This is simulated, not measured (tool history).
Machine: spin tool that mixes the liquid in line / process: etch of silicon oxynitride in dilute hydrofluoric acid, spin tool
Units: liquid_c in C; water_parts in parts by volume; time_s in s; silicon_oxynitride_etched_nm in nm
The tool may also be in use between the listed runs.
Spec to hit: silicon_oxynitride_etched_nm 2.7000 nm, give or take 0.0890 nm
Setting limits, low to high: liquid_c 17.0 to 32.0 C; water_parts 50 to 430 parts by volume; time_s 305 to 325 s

Run 1, hour 0.0: liquid_c 24.0 C, water_parts 240 parts by volume, time_s 305 s. Result: silicon_oxynitride_etched_nm 3.5074 nm.
Run 2, hour 5.4: liquid_c 24.0 C, water_parts 280 parts by volume, time_s 305 s. Result: silicon_oxynitride_etched_nm 2.8934 nm.
Run 3, hour 7.6: liquid_c 26.0 C, water_parts 280 parts by volume, time_s 305 s. Result: silicon_oxynitride_etched_nm 3.1480 nm.
Run 4, hour 14.1: liquid_c 25.5 C, water_parts 280 parts by volume, time_s 305 s. Result: silicon_oxynitride_etched_nm 3.0854 nm.
Run 5, hour 15.9: liquid_c 25.5 C, water_parts 215 parts by volume, time_s 305 s. Result: silicon_oxynitride_etched_nm 4.1230 nm.
Run 6, hour 20.1: liquid_c 24.5 C, water_parts 220 parts by volume, time_s 305 s. Result: silicon_oxynitride_etched_nm 3.9374 nm.
Run 7, hour 25.6: liquid_c 23.5 C, water_parts 225 parts by volume, time_s 305 s. Result: silicon_oxynitride_etched_nm 3.7258 nm.
Run 8, hour 29.9: liquid_c 22.5 C, water_parts 230 parts by volume, time_s 305 s. Result: silicon_oxynitride_etched_nm 3.4192 nm.
Run 9, hour 32.8: liquid_c 22.0 C, water_parts 230 parts by volume, time_s 305 s. Result: silicon_oxynitride_etched_nm 3.3194 nm.
Run 10, hour 33.8: liquid_c 21.5 C, water_parts 230 parts by volume, time_s 305 s. Result: silicon_oxynitride_etched_nm 3.2127 nm.
Run 11, hour 38.4: liquid_c 21.0 C, water_parts 230 parts by volume, time_s 305 s. Result: silicon_oxynitride_etched_nm 3.2016 nm.
Run 12, hour 46.5: liquid_c 20.5 C, water_parts 230 parts by volume, time_s 305 s. Result: silicon_oxynitride_etched_nm 3.1015 nm.
Run 13, hour 55.0: liquid_c 20.0 C, water_parts 230 parts by volume, time_s 305 s. Result: silicon_oxynitride_etched_nm 3.0291 nm.
Run 14, hour 60.3: liquid_c 19.5 C, water_parts 230 parts by volume, time_s 305 s. Result: silicon_oxynitride_etched_nm 2.9637 nm.
Run 15, hour 61.8: liquid_c 19.0 C, water_parts 230 parts by volume, time_s 305 s. Result: silicon_oxynitride_etched_nm 2.9379 nm.
Run 16, hour 65.7: liquid_c 18.5 C, water_parts 230 parts by volume, time_s 305 s. Result: silicon_oxynitride_etched_nm 2.8290 nm.

Which one of the following 4 next-run settings gets every result inside its allowed miss? There is exactly one.
Run A, hour 69.6: liquid_c 17.0 C, water_parts 225 parts by volume, time_s 305 s. Result: silicon_oxynitride_etched_nm ?.
Run B, hour 69.6: liquid_c 20.5 C, water_parts 230 parts by volume, time_s 305 s. Result: silicon_oxynitride_etched_nm ?.
Run C, hour 69.6: liquid_c 17.5 C, water_parts 230 parts by volume, time_s 325 s. Result: silicon_oxynitride_etched_nm ?.
Run D, hour 69.6: liquid_c 19.0 C, water_parts 225 parts by volume, time_s 325 s. Result: silicon_oxynitride_etched_nm ?.

move  silicon_oxynitride_etched_nm
   A                        2.7447
   B                        3.1494
   C                        2.9209
   D                        3.2121
A: all results land within tolerance of their targets
B: moves away from the targets compared with the last run
C: moves away from the targets compared with the last run
D: moves away from the targets compared with the last run
A is the move that brings every result within its allowed miss.

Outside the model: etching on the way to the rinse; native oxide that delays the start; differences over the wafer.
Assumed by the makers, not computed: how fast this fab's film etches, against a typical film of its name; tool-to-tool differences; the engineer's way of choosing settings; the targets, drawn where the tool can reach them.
